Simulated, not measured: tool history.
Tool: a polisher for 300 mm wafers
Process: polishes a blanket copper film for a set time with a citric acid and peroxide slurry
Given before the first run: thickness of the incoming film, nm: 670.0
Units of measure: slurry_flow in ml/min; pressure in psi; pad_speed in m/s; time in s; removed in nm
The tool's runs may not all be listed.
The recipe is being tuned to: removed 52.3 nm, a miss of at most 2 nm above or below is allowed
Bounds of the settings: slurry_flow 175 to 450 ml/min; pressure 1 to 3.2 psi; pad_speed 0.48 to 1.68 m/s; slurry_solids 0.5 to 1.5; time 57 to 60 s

run 1 hour=0 | slurry_flow=290 pressure=2.1 pad_speed=1.08 slurry_solids=1 time=57 | removed=105.05
run 2 hour=7.1 | slurry_flow=290 pressure=2.1 pad_speed=1.08 slurry_solids=1 time=60 | removed=111.91
run 3 hour=13.6 | slurry_flow=290 pressure=2.5 pad_speed=1.08 slurry_solids=1 time=60 | removed=129.89
run 4 hour=14.4 | slurry_flow=290 pressure=2.1 pad_speed=0.96 slurry_solids=1 time=60 | removed=100.62
run 5 hour=17.1 | slurry_flow=290 pressure=2.1 pad_speed=1.06 slurry_solids=1 time=60 | removed=109.13
run 6 hour=18.7 | slurry_flow=290 pressure=2.1 pad_speed=0.8 slurry_solids=1 time=60 | removed=85.548
run 7 hour=20.5 | slurry_flow=290 pressure=1.5 pad_speed=0.76 slurry_solids=1 time=60 | removed=59.78
run 8 hour=21.6 | slurry_flow=290 pressure=1.4 pad_speed=0.76 slurry_solids=1 time=60 | removed=54.868

Exactly one of the 5 candidate moves below puts every result within its allowed miss. Which one?
run A hour=22.7 | slurry_flow=235 pressure=1.9 pad_speed=0.52 slurry_solids=1.25 time=59 | removed=?
run B hour=22.7 | slurry_flow=330 pressure=1.2 pad_speed=0.76 slurry_solids=0.9 time=57 | removed=?
run C hour=22.7 | slurry_flow=315 pressure=1.7 pad_speed=0.6 slurry_solids=0.75 time=59 | removed=?
run D hour=22.7 | slurry_flow=240 pressure=1.1 pad_speed=0.98 slurry_solids=1.45 time=60 | removed=?
run E hour=22.7 | slurry_flow=335 pressure=1.7 pad_speed=0.66 slurry_solids=0.9 time=58 | removed=?

move=A removed=55.959
move=B removed=45.748
move=C removed=52.518
move=D removed=57.981
move=E removed=57.794
A: further off than the last run
B: the result that was furthest off in the last run now lies on the other side of its target
C: all results land within tolerance of their targets
D: further off than the last run
E: further off than the last run
Go with C: it meets all targets.

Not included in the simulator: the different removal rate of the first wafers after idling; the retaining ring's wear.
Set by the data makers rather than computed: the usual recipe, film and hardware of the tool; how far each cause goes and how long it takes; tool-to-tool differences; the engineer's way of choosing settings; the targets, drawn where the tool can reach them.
